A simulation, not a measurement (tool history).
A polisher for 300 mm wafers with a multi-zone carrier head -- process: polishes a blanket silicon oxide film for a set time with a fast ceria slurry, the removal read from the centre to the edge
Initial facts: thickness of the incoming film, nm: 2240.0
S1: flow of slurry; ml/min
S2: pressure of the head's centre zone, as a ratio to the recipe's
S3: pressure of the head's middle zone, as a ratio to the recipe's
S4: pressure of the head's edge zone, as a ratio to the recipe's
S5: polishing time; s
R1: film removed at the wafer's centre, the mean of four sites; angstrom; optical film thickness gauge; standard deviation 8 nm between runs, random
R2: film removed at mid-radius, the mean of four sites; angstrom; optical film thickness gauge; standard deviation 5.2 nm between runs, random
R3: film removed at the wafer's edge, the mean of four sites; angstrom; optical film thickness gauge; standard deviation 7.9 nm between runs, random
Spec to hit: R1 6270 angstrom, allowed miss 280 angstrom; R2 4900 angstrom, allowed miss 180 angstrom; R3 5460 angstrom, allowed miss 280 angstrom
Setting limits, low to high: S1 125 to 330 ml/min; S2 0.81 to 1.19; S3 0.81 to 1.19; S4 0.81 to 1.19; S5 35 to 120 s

{"run": 1, "hour": 0.0, "S1": 210, "S2": 1, "S3": 1, "S4": 1, "S5": 77, "R1": 7076.6, "R2": 6973.6, "R3": 7066.8}
{"run": 2, "hour": 6.9, "S1": 205, "S2": 1.02, "S3": 0.95, "S4": 0.97, "S5": 72, "R1": 6793.9, "R2": 6197.6, "R3": 6615.6}
{"run": 3, "hour": 15.5, "S1": 205, "S2": 1.04, "S3": 0.93, "S4": 0.94, "S5": 68, "R1": 6511.4, "R2": 5696.1, "R3": 6280.8}
{"run": 4, "hour": 18.9, "S1": 205, "S2": 1.04, "S3": 0.85, "S4": 0.94, "S5": 68, "R1": 6543.5, "R2": 5459.9, "R3": 6056.1}
{"run": 5, "hour": 27.8, "S1": 155, "S2": 1.04, "S3": 0.85, "S4": 0.94, "S5": 68, "R1": 6023.3, "R2": 5074.7, "R3": 5869.7}
{"run": 6, "hour": 32.2, "S1": 155, "S2": 1.04, "S3": 0.85, "S4": 0.94, "S5": 83, "R1": 7509.9, "R2": 6108.1, "R3": 7144.4}
{"run": 7, "hour": 38.4, "S1": 165, "S2": 1.05, "S3": 0.85, "S4": 0.91, "S5": 77, "R1": 6951.8, "R2": 5689.6, "R3": 6475.3}
{"run": 8, "hour": 42.6, "S1": 165, "S2": 1.06, "S3": 0.84, "S4": 0.88, "S5": 75, "R1": 6891.8, "R2": 5617.3, "R3": 6159.9}
{"run": 9, "hour": 45.1, "S1": 155, "S2": 1.07, "S3": 0.83, "S4": 0.87, "S5": 73, "R1": 6646.2, "R2": 5357.4, "R3": 6041.7}
{"run": 10, "hour": 50.1, "S1": 150, "S2": 1.08, "S3": 0.82, "S4": 0.86, "S5": 71, "R1": 6525.7, "R2": 5105.4, "R3": 5716.9}

Pick the move, out of 5, that brings all results within their allowed miss; only one does.
{"run": "A", "hour": 55.1, "S1": 125, "S2": 1.09, "S3": 0.81, "S4": 1.1, "S5": 71, "R1": "?", "R2": "?", "R3": "?"}
{"run": "B", "hour": 55.1, "S1": 165, "S2": 1.03, "S3": 0.85, "S4": 0.81, "S5": 72, "R1": "?", "R2": "?", "R3": "?"}
{"run": "C", "hour": 55.1, "S1": 150, "S2": 1.18, "S3": 0.81, "S4": 0.93, "S5": 69, "R1": "?", "R2": "?", "R3": "?"}
{"run": "D", "hour": 55.1, "S1": 250, "S2": 1.05, "S3": 0.96, "S4": 0.81, "S5": 62, "R1": "?", "R2": "?", "R3": "?"}
{"run": "E", "hour": 55.1, "S1": 125, "S2": 1.11, "S3": 0.84, "S4": 0.83, "S5": 70, "R1": "?", "R2": "?", "R3": "?"}

move=A R1=6306.4 R2=4812.2 R3=6192.6
move=B R1=6556 R2=5431 R3=5700.2
move=C R1=6949.3 R2=4898.2 R3=5731.8
move=D R1=6192 R2=5527.3 R3=5147.9
move=E R1=6323 R2=4888.9 R3=5342
A: puts the biggest miss on target and leaves a different result outside tolerance
B: the biggest miss grows against the last run
C: puts the biggest miss on target and leaves a different result outside tolerance
D: the biggest miss grows against the last run
E: hits every target within its allowed miss
Correct choice: E, which meets every target
